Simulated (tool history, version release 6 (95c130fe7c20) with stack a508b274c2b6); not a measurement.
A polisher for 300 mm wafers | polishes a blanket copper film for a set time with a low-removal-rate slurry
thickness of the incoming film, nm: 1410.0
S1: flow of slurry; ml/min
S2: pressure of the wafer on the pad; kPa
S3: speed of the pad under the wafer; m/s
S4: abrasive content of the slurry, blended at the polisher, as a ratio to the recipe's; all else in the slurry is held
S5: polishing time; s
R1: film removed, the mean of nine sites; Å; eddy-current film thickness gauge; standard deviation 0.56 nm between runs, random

run	hour	S1	S2	S3	S4	S5	R1
1	0.0	255	17.9	1.14	1.0	50	1117.1
2	4.1	250	17.2	1.14	1.0	50	1070.1
3	4.9	250	17.2	1.24	1.0	50	1146.3
4	13.0	215	17.2	1.24	1.0	50	1124.7
5	14.5	215	17.2	1.24	1.2	50	1162.2
6	19.2	215	17.2	1.50	1.2	50	1338.4
# hour 23.0: head pressure recalibrated
7	23.0	210	15.2	1.50	1.2	50	1313.2
8	24.0	210	15.2	1.50	1.2	50	1305.1

The next listed run, before its measurement:
9	32.4	210	15.2	1.50	1.2	50	?

Logged for run 9: R1 1305.5 Å.
